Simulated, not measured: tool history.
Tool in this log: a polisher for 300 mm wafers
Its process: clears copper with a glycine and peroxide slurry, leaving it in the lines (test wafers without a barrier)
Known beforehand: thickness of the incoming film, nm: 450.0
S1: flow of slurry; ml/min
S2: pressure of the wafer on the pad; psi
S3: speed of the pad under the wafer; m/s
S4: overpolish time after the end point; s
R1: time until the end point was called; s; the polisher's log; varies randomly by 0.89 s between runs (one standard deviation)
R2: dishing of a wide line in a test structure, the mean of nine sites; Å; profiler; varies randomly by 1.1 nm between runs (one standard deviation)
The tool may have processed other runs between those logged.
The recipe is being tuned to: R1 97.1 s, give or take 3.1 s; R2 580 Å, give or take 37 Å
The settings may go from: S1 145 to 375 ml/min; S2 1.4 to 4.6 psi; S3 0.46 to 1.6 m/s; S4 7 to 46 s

run	hour	S1	S2	S3	S4	R1	R2
1	0	240	3	1.02	24	61.488	751.96
2	3.6	235	2.5	1	25	67.907	725.59
3	6.2	235	1.9	1	25	77.589	651.53
4	15.2	235	1.7	0.94	25	85.878	624.33
5	19.7	235	1.7	0.94	30	83.588	702.29
6	28.1	235	1.6	0.92	29	89.114	675.81
7	31.6	235	1.5	0.9	28	89.988	630.88
8	37.1	235	1.5	0.9	28	92.3	634.56
9	42.1	235	1.5	0.9	27	92.718	617.93

Pick the move, out of 4, that brings all results within their allowed miss; only one does.
A	47.1	280	1.7	0.86	23	?	?
B	47.1	225	1.4	0.86	26	?	?
C	47.1	200	2.3	0.74	25	?	?
D	47.1	195	2.1	0.84	26	?	?

move	R1	R2
A	86.759	572.84
B	95.514	579.85
C	87.223	617.73
D	84.437	645.43
A: lands further from the targets than the last run did
B: every result within its allowed miss
C: lands further from the targets than the last run did
D: lands further from the targets than the last run did
B meets every target.
